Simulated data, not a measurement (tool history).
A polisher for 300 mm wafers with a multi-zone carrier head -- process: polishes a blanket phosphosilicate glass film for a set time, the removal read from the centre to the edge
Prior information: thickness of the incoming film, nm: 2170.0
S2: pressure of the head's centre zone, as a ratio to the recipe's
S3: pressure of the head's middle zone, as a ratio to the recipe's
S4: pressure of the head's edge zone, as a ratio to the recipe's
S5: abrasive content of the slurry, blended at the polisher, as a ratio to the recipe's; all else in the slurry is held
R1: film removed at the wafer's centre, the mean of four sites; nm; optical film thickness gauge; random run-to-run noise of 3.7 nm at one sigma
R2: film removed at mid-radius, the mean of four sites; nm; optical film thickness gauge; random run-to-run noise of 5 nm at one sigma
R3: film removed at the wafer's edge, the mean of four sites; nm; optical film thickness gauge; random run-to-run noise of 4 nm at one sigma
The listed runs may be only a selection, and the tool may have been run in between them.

{"run": 1, "hour": 0.0, "flow of slurry (ml/min)": 205, "S2": 1.0, "S3": 1.0, "S4": 1.0, "S5": 1.0, "polishing time (s)": 88, "R1": 833.84, "R2": 856.88, "R3": 854.51}
{"run": 2, "hour": 3.3, "flow of slurry (ml/min)": 195, "S2": 0.98, "S3": 0.97, "S4": 0.98, "S5": 0.9, "polishing time (s)": 87, "R1": 770.38, "R2": 793.23, "R3": 806.18}
{"run": 3, "hour": 10.7, "flow of slurry (ml/min)": 190, "S2": 0.97, "S3": 0.94, "S4": 0.97, "S5": 0.8, "polishing time (s)": 85, "R1": 713.18, "R2": 721.8, "R3": 739.32}
{"run": 4, "hour": 14.9, "flow of slurry (ml/min)": 190, "S2": 0.97, "S3": 0.94, "S4": 1.02, "S5": 0.8, "polishing time (s)": 85, "R1": 718.92, "R2": 737.49, "R3": 760.9}
{"run": 5, "hour": 23.5, "flow of slurry (ml/min)": 180, "S2": 0.96, "S3": 0.92, "S4": 1.02, "S5": 0.75, "polishing time (s)": 84, "R1": 676.1, "R2": 675.87, "R3": 733.71}
{"run": 6, "hour": 31.0, "flow of slurry (ml/min)": 180, "S2": 0.92, "S3": 0.92, "S4": 1.02, "S5": 0.75, "polishing time (s)": 84, "R1": 654.69, "R2": 681.23, "R3": 730.64}

Run 7, settings as shown, results not yet in. Your forecast:
{"run": 7, "hour": 37.4, "flow of slurry (ml/min)": 170, "S2": 0.91, "S3": 0.9, "S4": 1.0, "S5": 0.7, "polishing time (s)": 84, "R1": "?", "R2": "?", "R3": "?"}

R1: 641.19 nm
R2: 641.66 nm
R3: 707.17 nm

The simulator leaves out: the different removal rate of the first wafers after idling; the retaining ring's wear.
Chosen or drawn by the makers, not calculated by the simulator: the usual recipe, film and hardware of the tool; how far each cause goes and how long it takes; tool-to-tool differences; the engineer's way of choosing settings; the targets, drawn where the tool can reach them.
